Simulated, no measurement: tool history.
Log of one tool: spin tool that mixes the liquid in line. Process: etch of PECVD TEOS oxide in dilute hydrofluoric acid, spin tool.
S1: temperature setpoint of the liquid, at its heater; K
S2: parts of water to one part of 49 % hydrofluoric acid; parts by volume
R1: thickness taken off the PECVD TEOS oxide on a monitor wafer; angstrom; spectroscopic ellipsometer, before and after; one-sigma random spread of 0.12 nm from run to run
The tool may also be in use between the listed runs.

Run 1, hour 0.0: S1 294.15 K, S2 215 parts by volume, time under the liquid (s) 275. Result: R1 182.06 angstrom.
Run 2, hour 2.6: S1 297.15 K, S2 215 parts by volume, time under the liquid (s) 275. Result: R1 204.42 angstrom.
Run 3, hour 4.8: S1 297.15 K, S2 215 parts by volume, time under the liquid (s) 275. Result: R1 207.12 angstrom.
Run 4, hour 8.3: S1 295.65 K, S2 220 parts by volume, time under the liquid (s) 275. Result: R1 186.29 angstrom.
Run 5, hour 16.3: S1 294.65 K, S2 225 parts by volume, time under the liquid (s) 275. Result: R1 177.97 angstrom.
Run 6, hour 20.3: S1 294.65 K, S2 160 parts by volume, time under the liquid (s) 275. Result: R1 266.19 angstrom.

Expected results for the next run?
Run 7, hour 27.6: S1 293.65 K, S2 180 parts by volume, time under the liquid (s) 275. Result: R1 ?.

{"run 7": {"R1": 225.27}}
